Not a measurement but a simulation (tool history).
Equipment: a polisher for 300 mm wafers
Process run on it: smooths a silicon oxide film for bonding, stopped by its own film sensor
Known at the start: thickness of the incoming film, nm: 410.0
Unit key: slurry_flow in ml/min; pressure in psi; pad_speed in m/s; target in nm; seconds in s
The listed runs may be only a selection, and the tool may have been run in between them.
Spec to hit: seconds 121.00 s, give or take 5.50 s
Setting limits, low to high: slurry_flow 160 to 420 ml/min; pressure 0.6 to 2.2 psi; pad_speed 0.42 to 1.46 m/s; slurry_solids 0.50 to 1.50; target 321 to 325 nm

Run 1, hour 0.0: slurry_flow 270 ml/min, pressure 1.4 psi, pad_speed 0.94 m/s, slurry_solids 1.00, target 325 nm. Result: seconds 178.38 s.
Run 2, hour 6.7: slurry_flow 270 ml/min, pressure 1.5 psi, pad_speed 0.94 m/s, slurry_solids 1.00, target 325 nm. Result: seconds 170.36 s.
Run 3, hour 7.8: slurry_flow 270 ml/min, pressure 1.5 psi, pad_speed 0.94 m/s, slurry_solids 1.00, target 321 nm. Result: seconds 174.81 s.
Run 4, hour 13.3: slurry_flow 270 ml/min, pressure 1.5 psi, pad_speed 0.94 m/s, slurry_solids 1.00, target 321 nm. Result: seconds 177.89 s.
Run 5, hour 19.1: slurry_flow 270 ml/min, pressure 1.5 psi, pad_speed 1.10 m/s, slurry_solids 1.00, target 321 nm. Result: seconds 153.90 s.
Run 6, hour 21.7: slurry_flow 220 ml/min, pressure 1.5 psi, pad_speed 1.10 m/s, slurry_solids 1.00, target 321 nm. Result: seconds 160.30 s.
Run 7, hour 28.7: slurry_flow 225 ml/min, pressure 1.5 psi, pad_speed 1.10 m/s, slurry_solids 1.00, target 321 nm. Result: seconds 162.72 s.
Run 8, hour 36.5: slurry_flow 235 ml/min, pressure 1.5 psi, pad_speed 1.10 m/s, slurry_solids 1.00, target 321 nm. Result: seconds 158.98 s.
Run 9, hour 40.5: slurry_flow 240 ml/min, pressure 1.5 psi, pad_speed 1.10 m/s, slurry_solids 1.00, target 321 nm. Result: seconds 160.14 s.
Run 10, hour 43.0: slurry_flow 240 ml/min, pressure 1.5 psi, pad_speed 1.10 m/s, slurry_solids 1.00, target 321 nm. Result: seconds 159.52 s.
Run 11, hour 46.2: slurry_flow 245 ml/min, pressure 1.5 psi, pad_speed 1.10 m/s, slurry_solids 1.00, target 321 nm. Result: seconds 156.53 s.
Run 12, hour 55.1: slurry_flow 255 ml/min, pressure 1.5 psi, pad_speed 1.10 m/s, slurry_solids 1.00, target 321 nm. Result: seconds 155.28 s.
Run 13, hour 62.5: slurry_flow 265 ml/min, pressure 1.5 psi, pad_speed 1.10 m/s, slurry_solids 1.00, target 321 nm. Result: seconds 156.57 s.

Which of these 4 next moves meets every target?
Run A, hour 69.9: slurry_flow 410 ml/min, pressure 1.5 psi, pad_speed 1.22 m/s, slurry_solids 0.90, target 323 nm. Result: seconds ?.
Run B, hour 69.9: slurry_flow 220 ml/min, pressure 1.0 psi, pad_speed 1.26 m/s, slurry_solids 1.10, target 321 nm. Result: seconds ?.
Run C, hour 69.9: slurry_flow 205 ml/min, pressure 1.7 psi, pad_speed 1.28 m/s, slurry_solids 1.05, target 322 nm. Result: seconds ?.
Run D, hour 69.9: slurry_flow 260 ml/min, pressure 1.6 psi, pad_speed 1.08 m/s, slurry_solids 1.00, target 323 nm. Result: seconds ?.

move  seconds
   A   139.70
   B   200.83
   C   120.88
   D   143.74
A: closes in on the targets versus the last run, not all within tolerance yet
B: the biggest miss grows against the last run
C: hits every target within its allowed miss
D: closes in on the targets versus the last run, not all within tolerance yet
So the answer is move C, the one that meets all the targets.

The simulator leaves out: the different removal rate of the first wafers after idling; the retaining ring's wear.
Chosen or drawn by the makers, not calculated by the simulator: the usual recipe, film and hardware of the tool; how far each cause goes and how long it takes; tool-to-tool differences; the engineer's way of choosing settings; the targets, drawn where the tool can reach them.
